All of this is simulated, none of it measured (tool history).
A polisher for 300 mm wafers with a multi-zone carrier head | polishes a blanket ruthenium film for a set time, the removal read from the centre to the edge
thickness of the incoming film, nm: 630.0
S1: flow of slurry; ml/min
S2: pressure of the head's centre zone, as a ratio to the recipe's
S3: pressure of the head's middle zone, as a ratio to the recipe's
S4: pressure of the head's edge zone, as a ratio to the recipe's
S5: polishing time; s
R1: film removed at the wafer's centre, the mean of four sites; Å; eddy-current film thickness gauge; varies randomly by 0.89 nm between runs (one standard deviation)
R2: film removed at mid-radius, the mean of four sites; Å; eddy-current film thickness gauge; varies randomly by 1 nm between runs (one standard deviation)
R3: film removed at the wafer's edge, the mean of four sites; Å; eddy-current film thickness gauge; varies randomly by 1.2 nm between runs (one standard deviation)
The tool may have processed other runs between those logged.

run	hour	S1	S2	S3	S4	S5	R1	R2	R3
1	0.0	145	1.00	1.00	1.00	69	610.24	612.85	600.05
2	7.6	145	1.07	1.00	1.00	69	670.59	610.90	606.66
3	8.6	145	1.06	0.99	1.02	71	677.65	622.71	636.84
4	17.2	145	1.06	0.99	1.07	71	654.77	625.09	637.04
5	18.2	145	1.06	0.98	1.08	73	671.78	627.71	658.95
6	25.3	145	1.05	0.98	1.09	75	685.43	659.52	688.79

Run 7 is up next; what results do you expect?
7	32.7	175	1.00	0.92	1.19	84	?	?	?

{"run 7": {"R1": 769.61, "R2": 705.74, "R3": 820.34}}
